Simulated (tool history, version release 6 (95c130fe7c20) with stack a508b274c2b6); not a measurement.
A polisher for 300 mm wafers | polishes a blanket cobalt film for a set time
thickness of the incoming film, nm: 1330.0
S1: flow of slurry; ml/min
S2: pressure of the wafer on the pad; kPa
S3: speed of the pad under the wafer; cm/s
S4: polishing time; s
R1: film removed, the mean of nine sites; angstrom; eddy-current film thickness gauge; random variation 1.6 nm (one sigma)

{"run": 1, "hour": 0.0, "S1": 220, "S2": 10.3, "S3": 122, "S4": 40, "R1": 2226}
{"run": 2, "hour": 8.1, "S1": 220, "S2": 10.3, "S3": 146, "S4": 40, "R1": 2587.8}
{"run": 3, "hour": 11.1, "S1": 220, "S2": 9.7, "S3": 144, "S4": 40, "R1": 2422.3}
{"run": 4, "hour": 19.0, "S1": 250, "S2": 9.7, "S3": 144, "S4": 40, "R1": 2485.2}
{"run": 5, "hour": 22.0, "S1": 295, "S2": 9.7, "S3": 144, "S4": 40, "R1": 2487.1}
{"run": 6, "hour": 30.1, "S1": 295, "S2": 9, "S3": 140, "S4": 40, "R1": 2291.7}
{"run": 7, "hour": 38.5, "S1": 295, "S2": 8.3, "S3": 136, "S4": 40, "R1": 2049}
{"run": 8, "hour": 44.7, "S1": 295, "S2": 7.6, "S3": 134, "S4": 40, "R1": 1824.3}

The next listed run, before its measurement:
{"run": 9, "hour": 52.7, "S1": 295, "S2": 6.9, "S3": 134, "S4": 40, "R1": "?"}

R1: 1701.5 angstrom

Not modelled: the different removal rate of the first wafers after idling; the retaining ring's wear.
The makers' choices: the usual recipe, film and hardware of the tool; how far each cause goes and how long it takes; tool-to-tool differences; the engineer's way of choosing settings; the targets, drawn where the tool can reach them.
